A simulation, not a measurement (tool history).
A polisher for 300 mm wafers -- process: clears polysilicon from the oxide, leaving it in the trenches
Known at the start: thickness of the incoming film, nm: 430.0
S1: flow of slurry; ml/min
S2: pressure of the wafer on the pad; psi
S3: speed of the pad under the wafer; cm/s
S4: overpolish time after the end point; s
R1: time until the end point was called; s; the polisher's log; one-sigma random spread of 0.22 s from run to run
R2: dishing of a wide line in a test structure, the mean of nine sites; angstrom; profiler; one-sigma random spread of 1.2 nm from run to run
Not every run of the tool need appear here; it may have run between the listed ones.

Run 1, hour 0.0: S1 190 ml/min, S2 3.2 psi, S3 124 cm/s, S4 11 s. Result: R1 19.862 s, R2 527.89 angstrom.
Run 2, hour 8.8: S1 190 ml/min, S2 3.6 psi, S3 126 cm/s, S4 9 s. Result: R1 18.644 s, R2 550.24 angstrom.
Run 3, hour 10.9: S1 190 ml/min, S2 2.9 psi, S3 126 cm/s, S4 9 s. Result: R1 22.734 s, R2 508.50 angstrom.
Run 4, hour 13.9: S1 190 ml/min, S2 2.9 psi, S3 126 cm/s, S4 13 s. Result: R1 22.724 s, R2 543.15 angstrom.
Run 5, hour 16.7: S1 190 ml/min, S2 2.2 psi, S3 126 cm/s, S4 13 s. Result: R1 28.784 s, R2 551.90 angstrom.
Run 6, hour 21.0: S1 190 ml/min, S2 2.9 psi, S3 128 cm/s, S4 10 s. Result: R1 21.809 s, R2 542.56 angstrom.
Run 7, hour 25.5: S1 210 ml/min, S2 3.5 psi, S3 126 cm/s, S4 8 s. Result: R1 18.166 s, R2 503.87 angstrom.
Run 8, hour 27.4: S1 220 ml/min, S2 3.8 psi, S3 128 cm/s, S4 7 s. Result: R1 16.347 s, R2 504.42 angstrom.
Run 9, hour 31.4: S1 230 ml/min, S2 4.1 psi, S3 130 cm/s, S4 6 s. Result: R1 14.823 s, R2 522.29 angstrom.

Run 10 is up next; what results do you expect?
Run 10, hour 33.2: S1 250 ml/min, S2 4.2 psi, S3 134 cm/s, S4 5 s. Result: R1 ?, R2 ?.

{"run 10": {"R1": 13.76, "R2": 516.91}}
